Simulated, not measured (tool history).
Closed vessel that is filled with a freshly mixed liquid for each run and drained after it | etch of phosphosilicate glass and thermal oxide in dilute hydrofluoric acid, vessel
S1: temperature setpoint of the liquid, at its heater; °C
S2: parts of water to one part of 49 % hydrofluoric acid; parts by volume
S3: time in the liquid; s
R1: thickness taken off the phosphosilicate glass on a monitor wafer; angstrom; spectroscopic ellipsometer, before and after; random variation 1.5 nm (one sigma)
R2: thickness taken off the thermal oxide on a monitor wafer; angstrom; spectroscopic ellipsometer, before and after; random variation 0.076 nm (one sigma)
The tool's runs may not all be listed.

run    day    S1  S2  S3      R1      R2
  1      0    25  50  60    1490  57.262
  2  0.104    25  50  50  1240.7  47.877
  3   0.25    25  35  50  1822.5  69.778
  4  0.592    25  35  65    2366   90.81
  5  0.708  26.5  30  65  2956.8  114.13
  6  1.021  29.5  30  65    3346  128.01
  7  1.117    30  30  65  3391.9  131.62
  8  1.279  30.5  30  65  3457.2  134.33
  9  1.571    31  30  65  3546.2  137.29

The next listed run, before its measurement:
 10  1.754  31.5  30  65   ?   ?

R1: 3631.9 angstrom
R2: 138.82 angstrom
